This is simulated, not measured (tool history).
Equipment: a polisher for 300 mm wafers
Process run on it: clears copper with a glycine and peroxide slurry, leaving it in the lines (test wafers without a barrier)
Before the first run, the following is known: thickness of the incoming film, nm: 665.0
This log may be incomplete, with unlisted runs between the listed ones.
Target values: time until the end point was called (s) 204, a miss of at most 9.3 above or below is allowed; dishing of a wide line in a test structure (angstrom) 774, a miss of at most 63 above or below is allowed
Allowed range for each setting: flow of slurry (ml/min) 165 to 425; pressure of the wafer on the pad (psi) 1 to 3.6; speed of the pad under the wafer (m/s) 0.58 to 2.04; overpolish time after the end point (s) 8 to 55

run  hour  flow of slurry (ml/min)  pressure of the wafer on the pad (psi)  speed of the pad under the wafer (m/s)  overpolish time after the end point (s)  time until the end point was called (s)  dishing of a wide line in a test structure (angstrom)
  1     0                      275                                     2.3                                     1.3                                       28                                   122.36                                                 764.67
  2     7                      275                                     2.3                                     1.3                                       40                                   122.88                                                 861.52
  3  15.3                      275                                       2                                    1.28                                       44                                   137.84                                                 860.68
  4  17.5                      275                                     1.7                                    1.26                                       46                                   154.16                                                 853.83
  5  26.2                      325                                     1.7                                    1.26                                       46                                   151.97                                                 854.92
  6  34.9                      325                                     1.7                                    1.06                                       46                                   170.83                                                  859.9
  7  42.1                      325                                     1.6                                    1.06                                       45                                    179.7                                                 780.75
  8  47.5                      325                                     1.5                                    1.06                                       46                                   184.78                                                 761.98

5 next moves are on the table. One of them brings every result within its allowed miss. Which?
  A  52.9                      400                                     1.3                                     0.9                                       37                                        ?                                                      ?
  B  52.9                      385                                     1.3                                    1.04                                       47                                        ?                                                      ?
  C  52.9                      295                                     1.2                                    0.94                                       36                                        ?                                                      ?
  D  52.9                      355                                     1.2                                    0.98                                       51                                        ?                                                      ?
  E  52.9                      350                                     1.4                                    0.98                                       35                                        ?                                                      ?

move  time until the end point was called (s)  dishing of a wide line in a test structure (angstrom)
   A                                   221.16                                                 665.56
   B                                   200.78                                                 788.92
   C                                   228.69                                                 637.96
   D                                   219.38                                                 792.21
   E                                   202.27                                                 673.52
A: takes the biggest miss from the last run beyond its target
B: every result lands within tolerance
C: takes the biggest miss from the last run beyond its target
D: takes the biggest miss from the last run beyond its target
E: the worst result of the last run now meets its target, but another is out of spec
Correct choice: B, which meets every target

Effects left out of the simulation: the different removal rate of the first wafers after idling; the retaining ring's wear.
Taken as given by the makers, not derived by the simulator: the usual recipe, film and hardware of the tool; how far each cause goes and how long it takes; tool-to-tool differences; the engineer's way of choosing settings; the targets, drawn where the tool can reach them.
